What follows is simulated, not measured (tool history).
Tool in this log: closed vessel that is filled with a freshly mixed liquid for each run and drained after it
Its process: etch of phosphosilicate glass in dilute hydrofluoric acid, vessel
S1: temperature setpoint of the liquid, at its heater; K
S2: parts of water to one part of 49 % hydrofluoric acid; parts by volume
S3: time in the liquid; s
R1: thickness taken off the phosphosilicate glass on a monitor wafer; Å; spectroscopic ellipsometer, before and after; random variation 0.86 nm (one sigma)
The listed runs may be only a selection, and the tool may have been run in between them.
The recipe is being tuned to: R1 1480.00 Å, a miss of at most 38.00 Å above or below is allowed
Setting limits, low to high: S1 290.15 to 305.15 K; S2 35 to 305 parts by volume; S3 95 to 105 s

| run | day | S1 | S2 | S3 | R1 |
|---|---|---|---|---|---|
| 1 | 0.000 | 297.15 | 170 | 95 | 869.09 |
| 2 | 0.125 | 299.15 | 170 | 95 | 934.19 |
| 3 | 0.421 | 299.65 | 165 | 95 | 985.61 |
| 4 | 0.646 | 296.65 | 165 | 95 | 882.79 |
| 5 | 0.946 | 296.65 | 205 | 95 | 674.92 |
| 6 | 1.075 | 297.65 | 205 | 95 | 701.81 |
| 7 | 1.296 | 298.65 | 195 | 95 | 786.90 |
| 8 | 1.358 | 299.15 | 190 | 95 | 811.77 |
| 9 | 1.646 | 299.65 | 185 | 95 | 857.19 |
| 10 | 1.688 | 300.15 | 180 | 95 | 900.56 |
| 11 | 2.000 | 300.65 | 175 | 95 | 950.47 |
| 12 | 2.192 | 301.15 | 170 | 95 | 1019.10 |
| 13 | 2.425 | 305.15 | 135 | 95 | 1536.80 |

Next run, 5 choices. One meets every target within its allowed miss, the rest don't. Which?
| A | 2.658 | 302.65 | 120 | 95 | ? |
| B | 2.658 | 299.15 | 120 | 105 | ? |
| C | 2.658 | 304.15 | 135 | 95 | ? |
| D | 2.658 | 305.15 | 145 | 105 | ? |
| E | 2.658 | 305.15 | 135 | 100 | ? |

| move | R1 |
|---|---|
| A | 1626.10 |
| B | 1575.30 |
| C | 1496.00 |
| D | 1573.60 |
| E | 1632.20 |
A: moves away from the targets compared with the last run
B: moves away from the targets compared with the last run
C: in spec on every target
D: moves away from the targets compared with the last run
E: moves away from the targets compared with the last run
C is the move that brings every result within its allowed miss.
